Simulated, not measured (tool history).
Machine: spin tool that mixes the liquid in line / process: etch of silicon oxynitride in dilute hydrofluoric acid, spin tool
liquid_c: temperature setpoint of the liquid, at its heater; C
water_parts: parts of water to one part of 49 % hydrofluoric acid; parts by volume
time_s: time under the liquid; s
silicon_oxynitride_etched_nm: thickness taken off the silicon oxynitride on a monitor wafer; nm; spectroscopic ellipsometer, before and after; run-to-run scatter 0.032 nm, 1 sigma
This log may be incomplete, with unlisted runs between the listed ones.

run 1 day=0 | liquid_c=23 water_parts=160 time_s=275 | silicon_oxynitride_etched_nm=4.7558
run 2 day=0.25 | liquid_c=21 water_parts=165 time_s=275 | silicon_oxynitride_etched_nm=4.1967
run 3 day=0.483 | liquid_c=20 water_parts=170 time_s=275 | silicon_oxynitride_etched_nm=3.8782
run 4 day=0.692 | liquid_c=20 water_parts=140 time_s=275 | silicon_oxynitride_etched_nm=4.755
run 5 day=0.746 | liquid_c=18 water_parts=140 time_s=275 | silicon_oxynitride_etched_nm=4.2458
run 6 day=0.817 | liquid_c=17.5 water_parts=150 time_s=275 | silicon_oxynitride_etched_nm=3.8952
run 7 day=0.867 | liquid_c=17.5 water_parts=155 time_s=275 | silicon_oxynitride_etched_nm=3.7626
run 8 day=1.142 | liquid_c=17.5 water_parts=160 time_s=275 | silicon_oxynitride_etched_nm=3.6398

Run 9 has not been measured yet. What should we expect?
run 9 day=1.262 | liquid_c=17.5 water_parts=165 time_s=275 | silicon_oxynitride_etched_nm=?

silicon_oxynitride_etched_nm: 3.5643 nm

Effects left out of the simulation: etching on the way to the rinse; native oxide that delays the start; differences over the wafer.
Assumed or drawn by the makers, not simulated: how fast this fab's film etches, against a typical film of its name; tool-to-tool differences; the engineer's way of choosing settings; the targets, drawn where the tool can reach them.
